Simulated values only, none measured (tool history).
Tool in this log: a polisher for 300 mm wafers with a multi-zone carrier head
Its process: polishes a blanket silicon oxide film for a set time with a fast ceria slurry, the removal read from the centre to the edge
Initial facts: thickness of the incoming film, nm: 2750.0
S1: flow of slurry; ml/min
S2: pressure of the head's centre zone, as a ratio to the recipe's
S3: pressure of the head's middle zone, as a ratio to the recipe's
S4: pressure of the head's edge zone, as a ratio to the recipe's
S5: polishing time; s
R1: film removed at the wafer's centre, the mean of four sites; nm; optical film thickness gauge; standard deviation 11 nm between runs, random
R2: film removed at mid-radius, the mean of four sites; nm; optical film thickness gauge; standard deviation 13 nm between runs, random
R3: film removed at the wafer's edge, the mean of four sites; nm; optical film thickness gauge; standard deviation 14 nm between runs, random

Run 1, day 0.000: S1 275 ml/min, S2 1.00, S3 1.00, S4 1.00, S5 63 s. Result: R1 832.66 nm, R2 848.74 nm, R3 831.29 nm.
Run 2, day 0.112: S1 275 ml/min, S2 1.00, S3 1.00, S4 1.00, S5 68 s. Result: R1 913.58 nm, R2 927.63 nm, R3 912.26 nm.
Run 3, day 0.192: S1 230 ml/min, S2 1.00, S3 1.00, S4 1.00, S5 68 s. Result: R1 892.20 nm, R2 895.80 nm, R3 903.73 nm.
Run 4, day 0.250: S1 230 ml/min, S2 1.00, S3 1.00, S4 1.00, S5 79 s. Result: R1 1021.00 nm, R2 1066.20 nm, R3 1037.40 nm.
Run 5, day 0.596: S1 230 ml/min, S2 1.00, S3 1.00, S4 1.00, S5 70 s. Result: R1 906.38 nm, R2 915.06 nm, R3 926.95 nm.
Run 6, day 0.921: S1 235 ml/min, S2 1.04, S3 0.99, S4 1.03, S5 73 s. Result: R1 978.41 nm, R2 960.47 nm, R3 990.26 nm.
Run 7, day 1.229: S1 250 ml/min, S2 1.07, S3 0.97, S4 1.03, S5 75 s. Result: R1 1048.50 nm, R2 995.42 nm, R3 1024.30 nm.
Run 8, day 1.421: S1 265 ml/min, S2 1.09, S3 0.95, S4 1.04, S5 76 s. Result: R1 1092.50 nm, R2 976.86 nm, R3 1057.50 nm.
Run 9, day 1.504: S1 280 ml/min, S2 1.11, S3 0.95, S4 1.05, S5 77 s. Result: R1 1143.30 nm, R2 1015.20 nm, R3 1057.60 nm.

Run 10, settings as shown, results not yet in. Your forecast:
Run 10, day 1.642: S1 285 ml/min, S2 1.13, S3 0.94, S4 1.07, S5 78 s. Result: R1 ?, R2 ?, R3 ?.

R1: 1193.50 nm
R2: 997.96 nm
R3: 1077.40 nm
